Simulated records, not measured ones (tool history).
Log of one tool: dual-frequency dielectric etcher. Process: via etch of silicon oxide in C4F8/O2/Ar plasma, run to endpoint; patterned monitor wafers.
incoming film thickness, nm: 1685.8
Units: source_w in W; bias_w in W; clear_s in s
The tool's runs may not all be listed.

| run | day | source_w | bias_w | clear_s |
|---|---|---|---|---|
| 1 | 0 | 2110 | 2116 | 321.34 |
| 2 | 0.342 | 2250 | 2175 | 308.63 |
| 3 | 0.642 | 2420 | 2175 | 298.43 |
| 4 | 0.933 | 2500 | 2200 | 290.45 |
| 5 | 1.183 | 2560 | 2212 | 289.07 |
| 6 | 1.55 | 2720 | 2212 | 280.54 |
| 7 | 1.767 | 2760 | 2231 | 281.52 |
| 8 | 2.042 | 2800 | 2270 | 278.03 |

The next listed run, before its measurement:
| 9 | 2.346 | 2830 | 2308 | ? |

clear_s: 276.55 s

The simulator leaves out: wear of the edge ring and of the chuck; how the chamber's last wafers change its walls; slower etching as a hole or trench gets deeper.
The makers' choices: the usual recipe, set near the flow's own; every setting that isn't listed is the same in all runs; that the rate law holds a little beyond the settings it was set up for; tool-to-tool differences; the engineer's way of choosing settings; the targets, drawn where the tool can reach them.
